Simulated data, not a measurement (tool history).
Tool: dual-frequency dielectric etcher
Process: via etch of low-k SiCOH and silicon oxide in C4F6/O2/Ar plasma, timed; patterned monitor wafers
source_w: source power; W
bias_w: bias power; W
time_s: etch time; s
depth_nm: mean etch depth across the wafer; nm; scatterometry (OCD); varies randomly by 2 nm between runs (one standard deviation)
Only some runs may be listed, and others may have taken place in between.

| run | day | source_w | bias_w | time_s | depth_nm |
|---|---|---|---|---|---|
| 1 | 0.000 | 370 | 197 | 103.5 | 277.88 |
| 2 | 0.267 | 370 | 218 | 103.5 | 284.63 |
| 3 | 0.392 | 380 | 221 | 103.5 | 287.05 |
| 4 | 0.529 | 360 | 221 | 103.5 | 287.08 |
| 5 | 0.771 | 370 | 227 | 104.0 | 293.13 |
| 6 | 0.996 | 380 | 231 | 104.0 | 295.17 |
| 7 | 1.167 | 390 | 235 | 104.0 | 298.67 |
| 8 | 1.517 | 400 | 239 | 104.0 | 304.46 |

For run 9, what comes out?
| 9 | 1.746 | 410 | 241 | 104.0 | ? |

depth_nm: 314.42 nm
